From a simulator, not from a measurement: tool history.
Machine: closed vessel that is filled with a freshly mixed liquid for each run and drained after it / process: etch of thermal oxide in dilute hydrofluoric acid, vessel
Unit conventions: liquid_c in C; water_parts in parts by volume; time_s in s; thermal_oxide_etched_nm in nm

| run | hour | liquid_c | water_parts | time_s | thermal_oxide_etched_nm |
|---|---|---|---|---|---|
| 1 | 0.0 | 24.0 | 80 | 795 | 46.149 |
| 2 | 4.4 | 21.5 | 80 | 795 | 42.182 |
| 3 | 9.1 | 23.0 | 80 | 795 | 44.049 |
| 4 | 11.9 | 23.0 | 60 | 795 | 60.043 |
|  | 15.7 | thermometer replaced |
| 5 | 15.7 | 23.5 | 60 | 795 | 66.163 |
| 6 | 19.4 | 23.5 | 80 | 795 | 49.400 |
| 7 | 21.7 | 24.0 | 80 | 795 | 49.962 |

Run 8 is up next; what results do you expect?
| 8 | 26.3 | 28.0 | 80 | 795 | ? |

{"run 8": {"thermal_oxide_etched_nm": 58.56}}
